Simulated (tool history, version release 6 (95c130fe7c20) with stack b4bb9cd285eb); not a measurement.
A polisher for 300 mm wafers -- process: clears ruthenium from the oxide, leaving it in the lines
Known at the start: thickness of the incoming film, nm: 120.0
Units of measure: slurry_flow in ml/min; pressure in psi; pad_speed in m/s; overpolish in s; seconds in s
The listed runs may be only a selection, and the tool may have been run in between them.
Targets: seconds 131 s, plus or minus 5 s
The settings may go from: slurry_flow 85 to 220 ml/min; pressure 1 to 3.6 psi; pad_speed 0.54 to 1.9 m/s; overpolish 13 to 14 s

Run 1, hour 0: slurry_flow 140 ml/min, pressure 2.3 psi, pad_speed 1.22 m/s, overpolish 13 s. Result: seconds 91.569 s.
Run 2, hour 3.2: slurry_flow 140 ml/min, pressure 2.6 psi, pad_speed 1.22 m/s, overpolish 13 s. Result: seconds 81.596 s.
Run 3, hour 11.7: slurry_flow 140 ml/min, pressure 3.1 psi, pad_speed 1.22 m/s, overpolish 13 s. Result: seconds 69.495 s.
Run 4, hour 15.9: slurry_flow 140 ml/min, pressure 3.1 psi, pad_speed 1.22 m/s, overpolish 13 s. Result: seconds 69.078 s.
Run 5, hour 23.2: slurry_flow 160 ml/min, pressure 3.1 psi, pad_speed 1.22 m/s, overpolish 13 s. Result: seconds 66.049 s.
Run 6, hour 30.9: slurry_flow 150 ml/min, pressure 2.8 psi, pad_speed 1.2 m/s, overpolish 13 s. Result: seconds 75.389 s.
Run 7, hour 38.7: slurry_flow 140 ml/min, pressure 2.6 psi, pad_speed 1.2 m/s, overpolish 13 s. Result: seconds 81.751 s.
Run 8, hour 46.3: slurry_flow 135 ml/min, pressure 2.3 psi, pad_speed 1.18 m/s, overpolish 13 s. Result: seconds 94.029 s.
Run 9, hour 48.8: slurry_flow 130 ml/min, pressure 2.1 psi, pad_speed 1.18 m/s, overpolish 13 s. Result: seconds 99.952 s.
At hour 50.7: slurry nozzle cleaned.
Run 10, hour 50.7: slurry_flow 130 ml/min, pressure 1.9 psi, pad_speed 1.18 m/s, overpolish 13 s. Result: seconds 100.78 s.
Run 11, hour 53.7: slurry_flow 130 ml/min, pressure 1.7 psi, pad_speed 1.18 m/s, overpolish 13 s. Result: seconds 112.55 s.

5 candidate next runs follow, results not yet known. Just one meets every target within its allowed miss. Identify it.
Run A, hour 56.7: slurry_flow 120 ml/min, pressure 2 psi, pad_speed 0.86 m/s, overpolish 13 s. Result: seconds ?.
Run B, hour 56.7: slurry_flow 115 ml/min, pressure 1.4 psi, pad_speed 1.26 m/s, overpolish 13 s. Result: seconds ?.
Run C, hour 56.7: slurry_flow 125 ml/min, pressure 1.5 psi, pad_speed 1.34 m/s, overpolish 14 s. Result: seconds ?.
Run D, hour 56.7: slurry_flow 135 ml/min, pressure 1.4 psi, pad_speed 1.44 m/s, overpolish 14 s. Result: seconds ?.
Run E, hour 56.7: slurry_flow 130 ml/min, pressure 1.6 psi, pad_speed 1.18 m/s, overpolish 14 s. Result: seconds ?.

move  seconds
   A   122.56
   B   130.23
   C   116.03
   D   115.33
   E   119.37
A: better than the last run, though not everything is in spec
B: each result inside its tolerance
C: better than the last run, though not everything is in spec
D: better than the last run, though not everything is in spec
E: better than the last run, though not everything is in spec
The move that meets every target is B.

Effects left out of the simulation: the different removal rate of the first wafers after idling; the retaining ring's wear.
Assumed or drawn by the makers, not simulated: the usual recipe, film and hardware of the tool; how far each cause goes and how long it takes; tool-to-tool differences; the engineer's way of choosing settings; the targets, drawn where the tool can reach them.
